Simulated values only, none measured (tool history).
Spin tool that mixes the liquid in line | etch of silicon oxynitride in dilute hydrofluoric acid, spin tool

run  hour  temperature setpoint of the liquid (C)  parts of water to one part of 49 % hydrofluoric acid (parts by volume)  time under the liquid (s)  thickness taken off the silicon oxynitride on a monitor wafer (angstrom)
  1   0.0                                    23.0                                                                      55                         85                                                                    75.967
  2   4.1                                    21.0                                                                      55                         85                                                                    69.248
  3   5.4                                    23.5                                                                      45                         85                                                                    96.798
  4  11.6                                    25.5                                                                      40                         85                                                                   121.310
  5  13.3                                    25.5                                                                      40                         85                                                                   120.140
     14.6  -- hydrofluoric acid flow meter replaced
  6  14.6                                    25.5                                                                      55                         85                                                                    77.815

The next listed run, before its measurement:
  7  21.6                                    29.5                                                                      30                         85                                                                         ?

{"run 7": {"thickness taken off the silicon oxynitride on a monitor wafer (angstrom)": 177.43}}
